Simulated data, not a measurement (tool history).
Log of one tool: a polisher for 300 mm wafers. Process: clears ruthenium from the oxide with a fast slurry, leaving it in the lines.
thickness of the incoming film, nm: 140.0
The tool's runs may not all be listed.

run	day	flow of slurry (ml/min)	pressure of the wafer on the pad (psi)	speed of the pad under the wafer (m/s)	abrasive content of the slurry	overpolish time after the end point (s)	time until the end point was called (s)	dishing of a wide line in a test structure (angstrom)
1	0	190	3.4	1.1	1	22	25.65	713.54
2	0.333	190	3.4	1.34	1	22	20.914	810.4
3	0.492	190	3.4	1.34	1	31	21.455	1015.9
4	0.708	190	2.6	1.34	1	31	27.085	879.3
5	0.788	210	2.6	1.34	1	31	26.377	880.03
6	0.975	210	3.3	1.34	1	31	21.308	982.85
7	1.117	230	3.7	1.24	0.85	25	22.997	829.74
8	1.317	245	3.1	1.3	1	20	22.738	730.74

Run 9 comes next. What will it give?
9	1.429	220	2.9	1.3	1.1	17	?	?

time until the end point was called (s): 23.081
dishing of a wide line in a test structure (angstrom): 647.41
